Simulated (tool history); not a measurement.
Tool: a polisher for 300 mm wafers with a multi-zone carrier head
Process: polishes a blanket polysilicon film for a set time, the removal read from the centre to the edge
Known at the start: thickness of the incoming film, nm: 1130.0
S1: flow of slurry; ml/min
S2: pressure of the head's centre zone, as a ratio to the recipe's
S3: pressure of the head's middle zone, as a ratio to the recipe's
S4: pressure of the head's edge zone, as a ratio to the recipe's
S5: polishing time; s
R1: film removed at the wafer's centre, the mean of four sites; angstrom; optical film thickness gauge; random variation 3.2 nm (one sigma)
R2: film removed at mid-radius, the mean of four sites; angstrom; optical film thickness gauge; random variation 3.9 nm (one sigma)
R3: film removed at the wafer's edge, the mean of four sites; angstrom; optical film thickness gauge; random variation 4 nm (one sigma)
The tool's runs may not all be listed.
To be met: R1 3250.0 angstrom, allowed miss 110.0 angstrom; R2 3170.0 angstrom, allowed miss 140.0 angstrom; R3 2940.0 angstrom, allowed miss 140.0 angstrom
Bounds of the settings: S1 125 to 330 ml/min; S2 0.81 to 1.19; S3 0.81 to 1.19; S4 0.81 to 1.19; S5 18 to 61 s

{"run": 1, "day": 0.0, "S1": 210, "S2": 1.0, "S3": 1.0, "S4": 1.0, "S5": 39, "R1": 4255.3, "R2": 4300.9, "R3": 4328.4}
{"run": 2, "day": 0.258, "S1": 215, "S2": 1.01, "S3": 1.0, "S4": 0.96, "S5": 36, "R1": 3972.2, "R2": 3975.5, "R3": 3931.1}
{"run": 3, "day": 0.296, "S1": 215, "S2": 1.01, "S3": 0.97, "S4": 0.96, "S5": 36, "R1": 4116.0, "R2": 3897.8, "R3": 3953.2}
{"run": 4, "day": 0.429, "S1": 215, "S2": 0.93, "S3": 0.97, "S4": 0.96, "S5": 36, "R1": 3624.1, "R2": 3893.9, "R3": 3890.9}
{"run": 5, "day": 0.762, "S1": 220, "S2": 0.95, "S3": 0.97, "S4": 0.92, "S5": 34, "R1": 3549.3, "R2": 3651.0, "R3": 3642.1}
{"run": 6, "day": 1.05, "S1": 220, "S2": 0.9, "S3": 0.97, "S4": 0.92, "S5": 34, "R1": 3424.2, "R2": 3737.2, "R3": 3722.6}
{"run": 7, "day": 1.183, "S1": 215, "S2": 0.93, "S3": 0.98, "S4": 0.89, "S5": 32, "R1": 3276.7, "R2": 3542.8, "R3": 3431.4}
{"run": 8, "day": 1.317, "S1": 195, "S2": 1.03, "S3": 0.97, "S4": 0.81, "S5": 28, "R1": 3151.5, "R2": 2998.3, "R3": 2796.5}

Which of these 5 next moves meets every target?
{"run": "A", "day": 1.45, "S1": 205, "S2": 1.02, "S3": 0.99, "S4": 0.82, "S5": 29, "R1": "?", "R2": "?", "R3": "?"}
{"run": "B", "day": 1.45, "S1": 165, "S2": 0.96, "S3": 0.81, "S4": 0.94, "S5": 32, "R1": "?", "R2": "?", "R3": "?"}
{"run": "C", "day": 1.45, "S1": 155, "S2": 0.97, "S3": 1.06, "S4": 0.89, "S5": 29, "R1": "?", "R2": "?", "R3": "?"}
{"run": "D", "day": 1.45, "S1": 225, "S2": 0.93, "S3": 0.99, "S4": 0.84, "S5": 28, "R1": "?", "R2": "?", "R3": "?"}
{"run": "E", "day": 1.45, "S1": 215, "S2": 0.97, "S3": 0.9, "S4": 0.92, "S5": 28, "R1": "?", "R2": "?", "R3": "?"}

move=A R1=3232.3 R2=3215.4 R3=2885.0
move=B R1=3209.5 R2=2956.6 R3=3298.5
move=C R1=2900.3 R2=3212.0 R3=2878.7
move=D R1=2887.5 R2=3149.2 R3=2844.5
move=E R1=2989.1 R2=2918.2 R3=2953.0
A: meets every target
B: further off than the last run
C: brings the result that was furthest off to its target, and leaves another outside
D: brings the result that was furthest off to its target, and leaves another outside
E: further off than the last run
Answer: A
